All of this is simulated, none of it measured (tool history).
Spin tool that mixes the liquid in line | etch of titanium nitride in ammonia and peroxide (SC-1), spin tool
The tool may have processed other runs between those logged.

run  hour  temperature setpoint of the liquid (°C)  parts of water to one part of 30 % peroxide (parts by volume)  parts of 29 % ammonia solution to one part of 30 % peroxide (parts by volume)  time under the liquid (s)  thickness taken off the titanium nitride on a monitor wafer (angstrom)
  1     0                                       47                                                            6.5                                                                            0.8                        325                                                                  147.85
  2   4.2                                       47                                                            6.5                                                                           0.65                        325                                                                  142.43
  3    11                                       47                                                            6.5                                                                           0.65                        325                                                                     144
  4  14.4                                       47                                                            6.5                                                                           0.85                        325                                                                  148.89
  5  22.2                                       54                                                            6.5                                                                           0.85                        325                                                                  243.17
  6  28.8                                       54                                                              6                                                                           0.85                        325                                                                  249.93

For run 7, what comes out?
  7  29.6                                       54                                                              6                                                                           0.85                        325                                                                       ?

Run 7 gave thickness taken off the titanium nitride on a monitor wafer (angstrom) 250.16.
